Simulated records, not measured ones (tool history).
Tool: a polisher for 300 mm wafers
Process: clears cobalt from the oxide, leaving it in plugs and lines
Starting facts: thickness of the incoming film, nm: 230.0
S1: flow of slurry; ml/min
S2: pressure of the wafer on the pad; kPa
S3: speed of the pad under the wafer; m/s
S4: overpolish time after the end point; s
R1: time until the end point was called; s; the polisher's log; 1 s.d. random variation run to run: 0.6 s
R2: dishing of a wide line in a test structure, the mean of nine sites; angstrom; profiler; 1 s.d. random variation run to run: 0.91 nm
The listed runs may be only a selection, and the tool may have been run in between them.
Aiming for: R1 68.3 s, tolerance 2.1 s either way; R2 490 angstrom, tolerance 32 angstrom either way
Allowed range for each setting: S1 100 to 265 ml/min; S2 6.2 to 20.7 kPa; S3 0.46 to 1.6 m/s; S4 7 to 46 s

run	hour	S1	S2	S3	S4	R1	R2
1	0	170	13.1	1.02	24	47.215	589.54
2	1.5	170	12.4	1.02	24	49.938	594.21
3	7.2	170	11	1.02	24	54.61	555.26
4	8.3	170	12.4	1.02	24	49.277	588.54
# hour 12.6: slurry nozzle cleaned
5	12.6	170	11.7	1.02	24	48.783	596.13
6	15.6	170	11	1.02	23	51.685	547.74
7	24.3	170	10.3	1.02	23	54.302	549.84
8	27.4	150	6.9	1.02	19	75.23	419.98
9	29.7	150	6.9	1.02	19	73.842	411.81
10	32.1	155	6.9	1.02	20	74.389	431.45
11	38.7	160	6.9	1.02	20	74.199	424.71
12	41.2	165	6.9	1.02	21	73.666	442.12

4 candidate next runs follow, results not yet known. Just one meets every target within its allowed miss. Identify it.
A	43.7	145	7.6	0.86	21	?	?
B	43.7	180	8.3	0.96	32	?	?
C	43.7	210	8.3	0.92	23	?	?
D	43.7	200	10.3	0.78	30	?	?

move	R1	R2
A	81.908	402.39
B	66.367	572.32
C	67.611	479.05
D	67.136	552.85
A: further off than the last run
B: gets the furthest-off result to its target, but another result is out of tolerance
C: all results in spec
D: gets the furthest-off result to its target, but another result is out of tolerance
The right move is C.

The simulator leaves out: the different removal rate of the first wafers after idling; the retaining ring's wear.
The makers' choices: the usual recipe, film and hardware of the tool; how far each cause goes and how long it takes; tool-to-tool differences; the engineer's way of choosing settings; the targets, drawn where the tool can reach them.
